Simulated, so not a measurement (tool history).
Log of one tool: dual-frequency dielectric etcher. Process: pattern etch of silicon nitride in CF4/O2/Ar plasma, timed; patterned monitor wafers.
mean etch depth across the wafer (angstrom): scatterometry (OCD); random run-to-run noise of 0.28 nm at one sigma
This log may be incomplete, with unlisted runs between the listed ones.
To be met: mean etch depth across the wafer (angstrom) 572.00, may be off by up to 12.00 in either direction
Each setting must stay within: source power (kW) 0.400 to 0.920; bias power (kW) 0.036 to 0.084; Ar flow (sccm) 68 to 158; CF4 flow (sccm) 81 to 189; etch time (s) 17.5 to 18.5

run	hour	source power (kW)	bias power (kW)	Ar flow (sccm)	CF4 flow (sccm)	etch time (s)	mean etch depth across the wafer (angstrom)
1	0.0	0.660	0.060	113	135	17.5	464.42
2	2.4	0.660	0.060	113	123	17.5	461.77
3	3.2	0.690	0.060	113	123	17.5	482.31
4	11.7	0.710	0.060	113	123	17.5	495.19
5	16.6	0.730	0.060	113	123	17.5	514.48
6	25.6	0.730	0.060	113	123	17.5	510.46
7	31.9	0.750	0.060	113	123	17.5	528.56
8	36.3	0.760	0.060	113	123	17.5	531.68
9	41.9	0.770	0.060	113	123	17.5	542.59
10	48.4	0.780	0.060	113	123	17.5	544.85
11	52.6	0.790	0.060	113	123	17.5	555.14

Which of these 5 next moves meets every target?
A	56.8	0.820	0.058	128	130	18.5	?
B	56.8	0.790	0.062	111	115	18.5	?
C	56.8	0.810	0.058	114	131	18.5	?
D	56.8	0.790	0.058	121	126	18.5	?
E	56.8	0.760	0.062	127	152	17.5	?

move	mean etch depth across the wafer (angstrom)
A	592.41
B	593.22
C	596.36
D	573.09
E	547.28
A: moves the result that the last run missed by most past its target, out the other side
B: moves the result that the last run missed by most past its target, out the other side
C: moves the result that the last run missed by most past its target, out the other side
D: meets every target
E: lands further from the targets than the last run did
So the answer is move D, the one that meets all the targets.

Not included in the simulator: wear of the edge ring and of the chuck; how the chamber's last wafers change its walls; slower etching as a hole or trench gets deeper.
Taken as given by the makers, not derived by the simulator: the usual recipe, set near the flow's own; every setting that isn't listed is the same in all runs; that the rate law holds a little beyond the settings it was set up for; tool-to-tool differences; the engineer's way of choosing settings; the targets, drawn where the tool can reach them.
